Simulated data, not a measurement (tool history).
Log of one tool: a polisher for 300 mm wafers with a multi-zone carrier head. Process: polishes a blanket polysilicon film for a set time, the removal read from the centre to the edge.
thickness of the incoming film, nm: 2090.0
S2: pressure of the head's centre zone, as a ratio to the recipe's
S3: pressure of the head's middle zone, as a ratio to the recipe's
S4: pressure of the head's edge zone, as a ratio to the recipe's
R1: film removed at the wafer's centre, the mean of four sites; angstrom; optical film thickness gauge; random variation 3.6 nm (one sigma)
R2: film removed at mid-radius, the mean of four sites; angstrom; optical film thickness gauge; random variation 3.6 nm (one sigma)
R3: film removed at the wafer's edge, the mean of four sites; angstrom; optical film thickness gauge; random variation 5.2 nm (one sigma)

{"run": 1, "hour": 0.0, "flow of slurry (ml/min)": 300, "S2": 1.0, "S3": 1.0, "S4": 1.0, "polishing time (s)": 80, "R1": 6446.7, "R2": 6433.0, "R3": 6175.7}
{"run": 2, "hour": 8.6, "flow of slurry (ml/min)": 295, "S2": 0.97, "S3": 0.96, "S4": 0.97, "polishing time (s)": 70, "R1": 5444.7, "R2": 5394.7, "R3": 5457.9}
{"run": 3, "hour": 13.5, "flow of slurry (ml/min)": 295, "S2": 0.97, "S3": 0.96, "S4": 0.95, "polishing time (s)": 62, "R1": 4905.8, "R2": 4790.9, "R3": 4739.1}
{"run": 4, "hour": 20.9, "flow of slurry (ml/min)": 295, "S2": 0.97, "S3": 0.96, "S4": 0.89, "polishing time (s)": 62, "R1": 4858.3, "R2": 4745.3, "R3": 4516.0}
{"run": 5, "hour": 29.1, "flow of slurry (ml/min)": 295, "S2": 0.97, "S3": 1.05, "S4": 0.89, "polishing time (s)": 62, "R1": 4817.9, "R2": 5171.7, "R3": 4654.5}
{"run": 6, "hour": 29.8, "flow of slurry (ml/min)": 295, "S2": 1.05, "S3": 1.05, "S4": 0.89, "polishing time (s)": 62, "R1": 5194.5, "R2": 5216.5, "R3": 4741.5}
{"run": 7, "hour": 38.0, "flow of slurry (ml/min)": 285, "S2": 0.99, "S3": 1.0, "S4": 0.89, "polishing time (s)": 59, "R1": 4649.0, "R2": 4784.5, "R3": 4395.7}
{"run": 8, "hour": 42.7, "flow of slurry (ml/min)": 290, "S2": 0.95, "S3": 0.96, "S4": 0.89, "polishing time (s)": 57, "R1": 4447.2, "R2": 4367.1, "R3": 4321.5}
{"run": 9, "hour": 49.0, "flow of slurry (ml/min)": 285, "S2": 0.93, "S3": 0.95, "S4": 0.87, "polishing time (s)": 55, "R1": 4193.5, "R2": 4190.5, "R3": 4096.0}

The next listed run, before its measurement:
{"run": 10, "hour": 53.0, "flow of slurry (ml/min)": 275, "S2": 0.91, "S3": 0.93, "S4": 0.86, "polishing time (s)": 55, "R1": "?", "R2": "?", "R3": "?"}

{"run 10": {"R1": 4065.1, "R2": 4130.0, "R3": 4013.7}}

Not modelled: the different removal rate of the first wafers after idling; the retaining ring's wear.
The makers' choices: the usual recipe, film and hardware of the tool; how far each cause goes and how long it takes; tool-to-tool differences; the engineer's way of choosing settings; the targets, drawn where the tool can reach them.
